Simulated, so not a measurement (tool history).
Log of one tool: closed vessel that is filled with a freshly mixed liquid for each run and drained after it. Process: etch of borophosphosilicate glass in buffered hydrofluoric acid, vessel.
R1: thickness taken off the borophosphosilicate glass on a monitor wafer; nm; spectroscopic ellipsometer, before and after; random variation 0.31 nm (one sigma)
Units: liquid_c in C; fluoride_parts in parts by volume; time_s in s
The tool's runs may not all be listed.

{"run": 1, "hour": 0.0, "liquid_c": 24, "fluoride_parts": 14, "time_s": 30, "R1": 38.332}
{"run": 2, "hour": 3.0, "liquid_c": 24, "fluoride_parts": 11.5, "time_s": 30, "R1": 47.067}
{"run": 3, "hour": 11.8, "liquid_c": 24.5, "fluoride_parts": 11.5, "time_s": 30, "R1": 48.726}
{"run": 4, "hour": 16.4, "liquid_c": 24.5, "fluoride_parts": 7.5, "time_s": 30, "R1": 72.045}
{"run": 5, "hour": 19.7, "liquid_c": 24, "fluoride_parts": 7.5, "time_s": 30, "R1": 70.531}
{"run": 6, "hour": 28.4, "liquid_c": 27, "fluoride_parts": 7.5, "time_s": 30, "R1": 82.662}
{"run": 7, "hour": 30.3, "liquid_c": 26, "fluoride_parts": 7.5, "time_s": 30, "R1": 79.066}
{"run": 8, "hour": 32.9, "liquid_c": 25, "fluoride_parts": 7.5, "time_s": 30, "R1": 74.646}

Run 9 comes next. What will it give?
{"run": 9, "hour": 38.5, "liquid_c": 24, "fluoride_parts": 7.5, "time_s": 30, "R1": "?"}

Run 9 gave R1 70.549 nm.
